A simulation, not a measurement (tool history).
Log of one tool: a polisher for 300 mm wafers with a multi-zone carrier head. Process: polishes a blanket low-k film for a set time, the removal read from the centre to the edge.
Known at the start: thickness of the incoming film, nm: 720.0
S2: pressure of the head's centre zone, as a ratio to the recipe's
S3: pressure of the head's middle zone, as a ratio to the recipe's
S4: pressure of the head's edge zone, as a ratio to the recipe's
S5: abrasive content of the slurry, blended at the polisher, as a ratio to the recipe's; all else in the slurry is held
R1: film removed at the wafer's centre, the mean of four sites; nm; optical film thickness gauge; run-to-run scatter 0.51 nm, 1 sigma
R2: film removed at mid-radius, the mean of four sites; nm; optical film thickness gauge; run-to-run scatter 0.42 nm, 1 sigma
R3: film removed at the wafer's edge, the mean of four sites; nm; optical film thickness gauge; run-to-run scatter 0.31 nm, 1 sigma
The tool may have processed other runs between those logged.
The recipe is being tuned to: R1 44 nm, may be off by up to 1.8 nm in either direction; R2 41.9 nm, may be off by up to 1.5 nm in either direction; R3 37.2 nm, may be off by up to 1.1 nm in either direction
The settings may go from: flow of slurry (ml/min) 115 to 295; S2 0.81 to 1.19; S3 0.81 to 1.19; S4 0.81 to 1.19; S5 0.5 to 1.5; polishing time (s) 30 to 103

Run 1, hour 0: flow of slurry (ml/min) 190, S2 1, S3 1, S4 1, S5 1, polishing time (s) 66. Result: R1 28.857 nm, R2 28.692 nm, R3 29.247 nm.
Run 2, hour 4.4: flow of slurry (ml/min) 200, S2 1.03, S3 1.03, S4 1.01, S5 1.05, polishing time (s) 66. Result: R1 30.997 nm, R2 30.273 nm, R3 30.311 nm.
Run 3, hour 9.8: flow of slurry (ml/min) 210, S2 1.05, S3 1.06, S4 1.01, S5 1.1, polishing time (s) 66. Result: R1 31.557 nm, R2 31.671 nm, R3 30.359 nm.
Run 4, hour 17.1: flow of slurry (ml/min) 215, S2 1.08, S3 1.07, S4 1.02, S5 1.2, polishing time (s) 67. Result: R1 33.495 nm, R2 33.256 nm, R3 32.266 nm.
Run 5, hour 25.7: flow of slurry (ml/min) 180, S2 1.08, S3 1.07, S4 1.02, S5 1.2, polishing time (s) 67. Result: R1 33.8 nm, R2 32.787 nm, R3 32.001 nm.
Run 6, hour 30.9: flow of slurry (ml/min) 180, S2 1.1, S3 1.09, S4 1.01, S5 1.25, polishing time (s) 68. Result: R1 34.759 nm, R2 34.872 nm, R3 33.033 nm.
Run 7, hour 36.2: flow of slurry (ml/min) 185, S2 1.12, S3 1.08, S4 0.98, S5 1.3, polishing time (s) 69. Result: R1 37.263 nm, R2 35.413 nm, R3 33.386 nm.
Run 8, hour 41.8: flow of slurry (ml/min) 185, S2 1.13, S3 1.09, S4 0.98, S5 1.35, polishing time (s) 70. Result: R1 37.99 nm, R2 36.245 nm, R3 34.798 nm.

Below are 5 possible settings for the next run. Only one of them brings all results inside the allowed miss of their targets. Which is it?
Run A, hour 47.4: flow of slurry (ml/min) 185, S2 1.01, S3 0.94, S4 1.07, S5 1.4, polishing time (s) 72. Result: R1 ?, R2 ?, R3 ?.
Run B, hour 47.4: flow of slurry (ml/min) 220, S2 1.05, S3 1.17, S4 1.17, S5 1.5, polishing time (s) 71. Result: R1 ?, R2 ?, R3 ?.
Run C, hour 47.4: flow of slurry (ml/min) 130, S2 1.19, S3 1.17, S4 0.97, S5 1.35, polishing time (s) 79. Result: R1 ?, R2 ?, R3 ?.
Run D, hour 47.4: flow of slurry (ml/min) 175, S2 1.18, S3 1.19, S4 0.94, S5 1.4, polishing time (s) 78. Result: R1 ?, R2 ?, R3 ?.
Run E, hour 47.4: flow of slurry (ml/min) 195, S2 1.16, S3 1, S4 1.07, S5 1.25, polishing time (s) 80. Result: R1 ?, R2 ?, R3 ?.

move      R1      R2      R3
   A  36.244  33.914  37.162
   B  38.662   41.87  39.595
   C  44.195  42.791  37.353
   D  45.239   44.65  37.544
   E  44.308    38.3  39.789
A: moves away from the targets compared with the last run
B: puts the biggest miss on target and leaves a different result outside tolerance
C: all results in spec
D: takes the result that was furthest off past its target
E: gains on the last run, yet a result remains outside its allowed miss
Answer: C

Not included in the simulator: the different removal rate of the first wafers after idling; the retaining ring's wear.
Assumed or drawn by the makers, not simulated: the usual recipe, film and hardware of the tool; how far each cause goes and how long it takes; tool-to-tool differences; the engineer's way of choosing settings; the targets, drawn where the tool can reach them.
